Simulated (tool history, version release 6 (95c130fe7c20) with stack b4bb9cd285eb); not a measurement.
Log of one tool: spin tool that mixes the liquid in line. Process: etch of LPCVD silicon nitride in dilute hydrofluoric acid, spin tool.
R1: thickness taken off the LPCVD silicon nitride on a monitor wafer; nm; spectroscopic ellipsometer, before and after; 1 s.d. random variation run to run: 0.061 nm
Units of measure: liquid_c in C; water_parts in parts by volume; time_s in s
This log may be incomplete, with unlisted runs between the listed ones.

run 1 hour=0 | liquid_c=21 water_parts=60 time_s=275 | R1=1.6237
run 2 hour=5.5 | liquid_c=21 water_parts=45 time_s=275 | R1=2.1711
run 3 hour=10 | liquid_c=22 water_parts=45 time_s=275 | R1=2.3048
run 4 hour=13 | liquid_c=20.5 water_parts=45 time_s=275 | R1=2.0023
run 5 hour=13.8 | liquid_c=18.5 water_parts=45 time_s=275 | R1=1.7545
run 6 hour=18.2 | liquid_c=17 water_parts=45 time_s=275 | R1=1.5378

Run 7 is up next; what results do you expect?
run 7 hour=19.1 | liquid_c=19 water_parts=45 time_s=275 | R1=?

{"run 7": {"R1": 1.7818}}
